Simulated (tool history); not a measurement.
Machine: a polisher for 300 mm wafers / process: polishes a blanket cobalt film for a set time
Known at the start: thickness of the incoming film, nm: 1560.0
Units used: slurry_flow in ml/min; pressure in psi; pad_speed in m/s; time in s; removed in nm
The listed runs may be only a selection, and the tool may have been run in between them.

run  hour  slurry_flow  pressure  pad_speed  time  removed
  1     0          310       1.4       0.94    41   108.48
  2   4.7          285       1.4       0.94    41   104.01
  3   7.9          285       1.4       0.94    41   107.15
  4  10.1          285       1.4       0.94    41   107.04
  5  18.6          285       1.4       0.94    41   109.62
  6  22.6          285       1.4       0.72    41    83.33
  7  23.3          285       1.6       0.74    41   98.696

The next listed run, before its measurement:
  8  26.5          285       1.7       0.76    41        ?

{"run 8": {"removed": 106.73}}

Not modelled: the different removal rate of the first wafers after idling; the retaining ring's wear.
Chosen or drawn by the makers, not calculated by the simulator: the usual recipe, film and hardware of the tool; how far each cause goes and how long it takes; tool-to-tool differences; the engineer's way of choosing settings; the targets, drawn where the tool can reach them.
